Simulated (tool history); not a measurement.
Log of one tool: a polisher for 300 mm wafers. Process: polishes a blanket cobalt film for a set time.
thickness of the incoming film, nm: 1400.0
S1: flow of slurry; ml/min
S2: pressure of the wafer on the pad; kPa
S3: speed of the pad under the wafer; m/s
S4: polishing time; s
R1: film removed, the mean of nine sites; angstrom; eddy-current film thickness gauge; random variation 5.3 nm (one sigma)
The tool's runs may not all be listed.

run  hour   S1    S2    S3  S4      R1
  1     0  315  15.9  1.06  85  5402.4
  2   8.5  240  15.9  1.06  85  5258.8
  3  14.7  300  15.9  1.06  85  5297.6
  4    16  245  15.9  1.06  85  5200.8
  5  23.3  245  15.9   1.2  85  5990.4
  6  28.6  245  13.8   1.2  85  5188.6
  7  31.9  245  13.1   1.2  85  4877.6
  8  34.5  245  12.4   1.2  85  4647.1

Predict the results of run 9:
  9  42.3  245  11.7  1.2  85   ?

Run 9 yielded R1 4324.6 angstrom.

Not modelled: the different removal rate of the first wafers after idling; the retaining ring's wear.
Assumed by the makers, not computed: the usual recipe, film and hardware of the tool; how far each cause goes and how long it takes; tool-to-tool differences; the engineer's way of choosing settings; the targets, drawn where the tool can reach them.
